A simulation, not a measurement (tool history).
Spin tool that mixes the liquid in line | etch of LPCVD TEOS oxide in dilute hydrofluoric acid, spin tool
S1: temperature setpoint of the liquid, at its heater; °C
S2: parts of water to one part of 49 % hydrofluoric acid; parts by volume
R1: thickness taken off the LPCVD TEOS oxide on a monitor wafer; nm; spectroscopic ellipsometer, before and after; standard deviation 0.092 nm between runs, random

Run 1, hour 0: S1 25 °C, S2 230 parts by volume, time under the liquid (s) 190. Result: R1 18.387 nm.
Run 2, hour 4.4: S1 25 °C, S2 230 parts by volume, time under the liquid (s) 190. Result: R1 18.46 nm.
Run 3, hour 10.1: S1 25 °C, S2 200 parts by volume, time under the liquid (s) 190. Result: R1 21.626 nm.
Run 4, hour 12.4: S1 25 °C, S2 160 parts by volume, time under the liquid (s) 190. Result: R1 28.418 nm.
Run 5, hour 21.2: S1 27.5 °C, S2 160 parts by volume, time under the liquid (s) 190. Result: R1 31.172 nm.
Run 6, hour 23.4: S1 27.5 °C, S2 195 parts by volume, time under the liquid (s) 190. Result: R1 24.623 nm.
Run 7, hour 24.3: S1 26 °C, S2 200 parts by volume, time under the liquid (s) 190. Result: R1 22.335 nm.
Run 8, hour 28.3: S1 24.5 °C, S2 205 parts by volume, time under the liquid (s) 190. Result: R1 20.828 nm.
Run 9, hour 34: S1 23.5 °C, S2 210 parts by volume, time under the liquid (s) 190. Result: R1 19.365 nm.
Run 10, hour 37: S1 22.5 °C, S2 210 parts by volume, time under the liquid (s) 190. Result: R1 18.721 nm.

Run 11, settings as shown, results not yet in. Your forecast:
Run 11, hour 44.4: S1 21.5 °C, S2 210 parts by volume, time under the liquid (s) 190. Result: R1 ?.

{"run 11": {"R1": 18.05}}
